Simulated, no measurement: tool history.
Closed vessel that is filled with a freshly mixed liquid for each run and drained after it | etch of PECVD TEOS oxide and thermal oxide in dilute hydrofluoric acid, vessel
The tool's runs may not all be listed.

run    day  temperature setpoint of the liquid (C)  parts of water to one part of 49 % hydrofluoric acid (parts by volume)  time in the liquid (s)  thickness taken off the PECVD TEOS oxide on a monitor wafer (Å)  thickness taken off the thermal oxide on a monitor wafer (Å)
  1      0                                      25                                                                      90                      60                                                           89.208                                                        32.219
  2  0.088                                      25                                                                      65                      60                                                           124.68                                                        45.419
  3  0.262                                      24                                                                      70                      60                                                           111.56                                                        41.317
  4  0.479                                    20.5                                                                      70                      60                                                           96.565                                                        35.175
  5  0.738                                      20                                                                      75                      60                                                           87.064                                                        32.456
  6  1.096                                      20                                                                      55                      60                                                           122.89                                                        44.581
  7  1.425                                    19.5                                                                      60                      60                                                           109.83                                                        39.514
  8  1.571                                      19                                                                      65                      60                                                           99.179                                                         36.03

Run 9 comes next. What will it give?
  9  1.671                                    18.5                                                                      70                      60                                                                ?                                                             ?

{"run 9": {"thickness taken off the PECVD TEOS oxide on a monitor wafer (Å)": 88.803, "thickness taken off the thermal oxide on a monitor wafer (Å)": 32.952}}
